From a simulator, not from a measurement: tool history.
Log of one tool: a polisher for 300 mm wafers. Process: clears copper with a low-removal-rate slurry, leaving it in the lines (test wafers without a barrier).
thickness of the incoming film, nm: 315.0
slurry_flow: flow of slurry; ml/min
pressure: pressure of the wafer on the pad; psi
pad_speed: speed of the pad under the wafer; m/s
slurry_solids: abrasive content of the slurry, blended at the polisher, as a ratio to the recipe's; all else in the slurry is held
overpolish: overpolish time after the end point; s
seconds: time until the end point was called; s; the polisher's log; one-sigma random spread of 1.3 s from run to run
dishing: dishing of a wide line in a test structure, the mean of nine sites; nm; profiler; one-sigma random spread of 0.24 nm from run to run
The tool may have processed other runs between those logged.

Run 1, hour 0.0: slurry_flow 195 ml/min, pressure 2.5 psi, pad_speed 1.24 m/s, slurry_solids 1.0, overpolish 8 s. Result: seconds 124.970 s, dishing 16.4700 nm.
Run 2, hour 1.6: slurry_flow 195 ml/min, pressure 2.6 psi, pad_speed 1.24 m/s, slurry_solids 1.0, overpolish 8 s. Result: seconds 121.960 s, dishing 16.7530 nm.
Run 3, hour 9.0: slurry_flow 195 ml/min, pressure 2.7 psi, pad_speed 1.24 m/s, slurry_solids 1.0, overpolish 8 s. Result: seconds 116.390 s, dishing 17.3880 nm.
Run 4, hour 16.8: slurry_flow 195 ml/min, pressure 2.7 psi, pad_speed 1.24 m/s, slurry_solids 1.0, overpolish 5 s. Result: seconds 119.900 s, dishing 11.1680 nm.
Run 5, hour 19.2: slurry_flow 195 ml/min, pressure 2.7 psi, pad_speed 1.08 m/s, slurry_solids 1.0, overpolish 5 s. Result: seconds 133.840 s, dishing 10.1250 nm.
Run 6, hour 25.8: slurry_flow 195 ml/min, pressure 2.7 psi, pad_speed 1.08 m/s, slurry_solids 0.9, overpolish 5 s. Result: seconds 138.890 s, dishing 9.6598 nm.
Run 7, hour 27.1: slurry_flow 195 ml/min, pressure 2.8 psi, pad_speed 1.10 m/s, slurry_solids 0.9, overpolish 5 s. Result: seconds 135.090 s, dishing 10.1460 nm.
Run 8, hour 33.5: slurry_flow 200 ml/min, pressure 3.5 psi, pad_speed 1.26 m/s, slurry_solids 0.9, overpolish 6 s. Result: seconds 99.257 s, dishing 15.8300 nm.

Run 9 comes next. What will it give?
Run 9, hour 37.8: slurry_flow 200 ml/min, pressure 3.6 psi, pad_speed 1.28 m/s, slurry_solids 0.9, overpolish 6 s. Result: seconds ?, dishing ?.

seconds: 92.404 s
dishing: 16.2990 nm

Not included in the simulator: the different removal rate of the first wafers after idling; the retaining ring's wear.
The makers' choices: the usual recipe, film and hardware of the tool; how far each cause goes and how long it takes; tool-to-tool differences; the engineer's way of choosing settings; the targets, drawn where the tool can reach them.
